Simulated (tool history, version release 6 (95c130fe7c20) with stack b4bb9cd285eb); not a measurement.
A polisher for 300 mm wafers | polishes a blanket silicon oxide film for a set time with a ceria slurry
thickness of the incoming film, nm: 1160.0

| run | hour | flow of slurry (ml/min) | pressure of the wafer on the pad (kPa) | speed of the pad under the wafer (cm/s) | polishing time (s) | film removed (Å) |
|---|---|---|---|---|---|---|
| 1 | 0 | 130 | 21.4 | 98 | 50 | 1803 |
| 2 | 2 | 130 | 21.4 | 112 | 50 | 1938.5 |
| 3 | 7.2 | 130 | 16.5 | 112 | 50 | 1518.2 |
| 4 | 9.3 | 125 | 15.9 | 112 | 50 | 1457 |
| 5 | 10.3 | 120 | 15.9 | 112 | 50 | 1429.3 |
| 6 | 13.6 | 115 | 15.9 | 112 | 50 | 1432 |
| 7 | 16.7 | 110 | 15.9 | 112 | 50 | 1418 |
| 8 | 20.6 | 90 | 13.8 | 112 | 50 | 1185.9 |
| 9 | 25.9 | 95 | 13.8 | 112 | 50 | 1192.8 |
| 10 | 29 | 100 | 13.8 | 112 | 50 | 1221.5 |

For run 11, what comes out?
| 11 | 34 | 105 | 13.8 | 112 | 50 | ? |

film removed (Å): 1229.4
